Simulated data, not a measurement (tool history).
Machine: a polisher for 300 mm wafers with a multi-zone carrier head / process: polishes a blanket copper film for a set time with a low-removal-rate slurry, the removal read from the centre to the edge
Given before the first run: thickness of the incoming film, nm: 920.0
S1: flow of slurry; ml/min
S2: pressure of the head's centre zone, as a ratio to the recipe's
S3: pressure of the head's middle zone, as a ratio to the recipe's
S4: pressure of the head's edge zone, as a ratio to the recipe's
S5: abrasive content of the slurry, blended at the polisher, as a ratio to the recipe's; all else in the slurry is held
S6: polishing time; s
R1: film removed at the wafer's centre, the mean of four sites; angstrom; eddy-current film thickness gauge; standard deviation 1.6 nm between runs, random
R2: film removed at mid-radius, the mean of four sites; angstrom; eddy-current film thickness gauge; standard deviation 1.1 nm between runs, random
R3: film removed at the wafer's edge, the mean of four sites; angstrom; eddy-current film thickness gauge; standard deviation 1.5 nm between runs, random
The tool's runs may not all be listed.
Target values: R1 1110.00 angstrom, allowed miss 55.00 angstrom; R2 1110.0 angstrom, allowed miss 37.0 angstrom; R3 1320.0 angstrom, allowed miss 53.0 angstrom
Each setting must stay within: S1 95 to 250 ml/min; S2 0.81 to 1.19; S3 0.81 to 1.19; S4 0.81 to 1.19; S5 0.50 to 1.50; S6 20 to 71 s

run    day   S1    S2    S3    S4    S5  S6       R1      R2      R3
  1  0.000  160  1.00  1.00  1.00  1.00  45  1793.50  1810.6  1823.3
  2  0.262  155  0.98  0.98  1.00  0.95  44  1684.90  1713.8  1742.1
  3  0.446  135  0.98  0.98  1.00  0.95  44  1653.50  1689.8  1715.5
  4  0.475  135  0.97  0.96  1.01  0.90  43  1544.60  1587.9  1676.2
  5  0.700  135  0.97  0.96  1.01  0.90  39  1453.80  1430.0  1490.6
  6  0.879  130  0.96  0.94  1.01  0.85  39  1355.70  1379.1  1467.5
  7  1.142  130  0.96  0.92  1.01  0.80  39  1366.00  1367.9  1463.0
  8  1.238  125  0.95  0.91  1.02  0.75  39  1362.50  1305.0  1450.7
  9  1.408  120  0.93  0.90  1.02  0.75  39  1329.30  1257.2  1455.3
 10  1.583  120  0.91  0.90  1.01  0.70  39  1282.60  1279.0  1416.1

Which of these 4 next moves meets every target?
  A  1.758  120  0.99  0.86  1.02  0.80  35   ?   ?   ?
  B  1.758   95  0.90  0.88  1.04  0.90  35   ?   ?   ?
  C  1.758  120  1.05  0.98  0.91  0.50  36   ?   ?   ?
  D  1.758  100  0.85  0.85  1.04  0.70  34   ?   ?   ?

move       R1      R2      R3
   A  1252.50  1148.5  1324.9
   B  1110.40  1142.9  1325.2
   C  1236.20  1194.6  1170.1
   D   982.26  1035.0  1230.5
A: nearer than the last run, and not there yet
B: meets every target
C: nearer than the last run, and not there yet
D: pushes the last run's worst result past its target
Answer: B

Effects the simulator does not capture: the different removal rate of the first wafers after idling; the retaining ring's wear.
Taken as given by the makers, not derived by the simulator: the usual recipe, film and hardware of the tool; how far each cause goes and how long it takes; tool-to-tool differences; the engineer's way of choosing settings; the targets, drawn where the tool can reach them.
